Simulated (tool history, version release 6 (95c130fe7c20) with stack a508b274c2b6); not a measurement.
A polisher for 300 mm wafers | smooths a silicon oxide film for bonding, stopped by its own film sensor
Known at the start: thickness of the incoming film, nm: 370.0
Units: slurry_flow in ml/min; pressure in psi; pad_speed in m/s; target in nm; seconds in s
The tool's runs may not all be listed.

run	day	slurry_flow	pressure	pad_speed	slurry_solids	target	seconds
1	0	300	2	0.94	1	263	169.14
2	0.333	300	2.1	0.94	1	263	161.33
3	0.4	300	2.2	0.94	1	263	156.4
4	0.458	300	2.3	0.94	1	263	145.95
5	0.492	300	2.4	0.94	1	263	140.85
# day 0.704: slurry nozzle cleaned
6	0.704	240	2.4	0.94	1	263	142.05
7	0.988	240	2.5	0.94	1	263	134.25

Forecast run 8:
8	1.204	240	2.6	0.94	1	263	?

seconds: 131.51 s

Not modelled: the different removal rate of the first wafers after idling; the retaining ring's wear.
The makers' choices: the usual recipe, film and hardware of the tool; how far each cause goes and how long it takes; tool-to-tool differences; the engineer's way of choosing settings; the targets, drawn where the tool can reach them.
